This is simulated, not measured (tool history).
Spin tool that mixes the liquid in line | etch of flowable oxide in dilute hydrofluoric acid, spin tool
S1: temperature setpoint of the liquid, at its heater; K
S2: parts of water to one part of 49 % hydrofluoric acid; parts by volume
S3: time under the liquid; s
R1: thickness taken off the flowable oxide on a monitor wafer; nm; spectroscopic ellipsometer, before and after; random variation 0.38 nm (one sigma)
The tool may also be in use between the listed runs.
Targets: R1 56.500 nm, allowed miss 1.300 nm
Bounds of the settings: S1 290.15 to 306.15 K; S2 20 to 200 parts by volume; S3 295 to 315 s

| run | hour | S1 | S2 | S3 | R1 |
|---|---|---|---|---|---|
| 1 | 0.0 | 298.15 | 110 | 295 | 65.313 |
| 2 | 5.8 | 300.65 | 110 | 295 | 70.781 |
| 3 | 14.0 | 300.65 | 110 | 315 | 75.551 |
| 4 | 20.9 | 298.15 | 110 | 315 | 69.908 |
| 5 | 29.4 | 296.65 | 110 | 315 | 65.857 |
| 6 | 34.3 | 298.15 | 110 | 315 | 69.106 |
| 7 | 37.2 | 296.65 | 110 | 315 | 64.976 |
| 8 | 43.0 | 295.65 | 110 | 315 | 62.874 |
| 9 | 48.9 | 295.15 | 110 | 315 | 61.810 |
| 10 | 50.9 | 295.15 | 110 | 315 | 61.632 |
| 11 | 56.6 | 294.65 | 110 | 315 | 60.190 |
| 12 | 59.8 | 294.15 | 110 | 315 | 58.832 |
| 13 | 60.9 | 293.65 | 110 | 315 | 58.137 |

4 next moves are on the table. One of them brings every result within its allowed miss. Which?
| A | 62.0 | 294.15 | 110 | 315 | ? |
| B | 62.0 | 292.65 | 105 | 315 | ? |
| C | 62.0 | 292.15 | 100 | 310 | ? |
| D | 62.0 | 294.15 | 115 | 315 | ? |

| move | R1 |
|---|---|
| A | 58.569 |
| B | 58.039 |
| C | 59.070 |
| D | 55.709 |
A: further off than the last run
B: nearer than the last run, and not there yet
C: further off than the last run
D: meets every target
Move D is the one to make.
